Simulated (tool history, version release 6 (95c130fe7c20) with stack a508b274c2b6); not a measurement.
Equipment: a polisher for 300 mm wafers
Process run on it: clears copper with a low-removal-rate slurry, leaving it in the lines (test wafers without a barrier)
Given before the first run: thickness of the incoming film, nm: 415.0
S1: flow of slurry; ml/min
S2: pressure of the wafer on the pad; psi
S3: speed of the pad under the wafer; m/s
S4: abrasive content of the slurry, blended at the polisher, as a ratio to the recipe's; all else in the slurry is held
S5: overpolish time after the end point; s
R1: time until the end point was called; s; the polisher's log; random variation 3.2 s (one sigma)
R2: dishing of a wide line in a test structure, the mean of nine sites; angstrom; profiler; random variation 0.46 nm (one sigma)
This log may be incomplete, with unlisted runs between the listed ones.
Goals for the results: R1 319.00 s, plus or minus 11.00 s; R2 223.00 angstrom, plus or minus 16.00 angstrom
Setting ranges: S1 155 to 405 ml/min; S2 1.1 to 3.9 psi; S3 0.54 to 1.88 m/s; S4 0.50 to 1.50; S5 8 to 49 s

run,hour,S1,S2,S3,S4,S5,R1,R2
1,0.0,260,2.5,1.20,1.00,25,157.23,298.58
2,8.7,260,2.0,1.14,1.00,26,201.46,275.87
3,11.0,260,2.0,1.14,0.95,26,206.11,276.06
4,13.5,260,1.7,1.12,0.95,25,241.61,238.88
5,20.8,260,1.7,0.94,0.95,25,268.86,231.02
6,26.4,260,2.3,0.94,0.95,25,205.66,267.73
7,28.8,260,2.0,0.94,0.95,26,230.69,241.93
8,31.0,255,1.8,0.94,0.95,28,252.48,250.39
9,34.0,255,1.6,0.94,0.95,28,287.26,229.77
10,41.4,250,1.5,0.94,0.95,29,304.79,231.02
11,45.4,245,1.5,0.94,0.95,29,302.11,229.50
12,52.4,235,1.5,0.94,0.95,29,308.41,230.00

Pick the move, out of 4, that brings all results within their allowed miss; only one does.
A,59.4,205,1.6,0.84,0.80,29,?,?
B,59.4,255,1.4,1.08,0.90,29,?,?
C,59.4,240,1.5,1.08,0.80,29,?,?
D,59.4,210,1.8,0.60,1.00,38,?,?

move,R1,R2
A,322.41,217.81
B,295.23,227.76
C,284.86,233.61
D,338.37,249.85
A: in spec on every target
B: its largest miss is bigger than the last run's
C: its largest miss is bigger than the last run's
D: pushes the last run's worst result past its target
A meets every target.
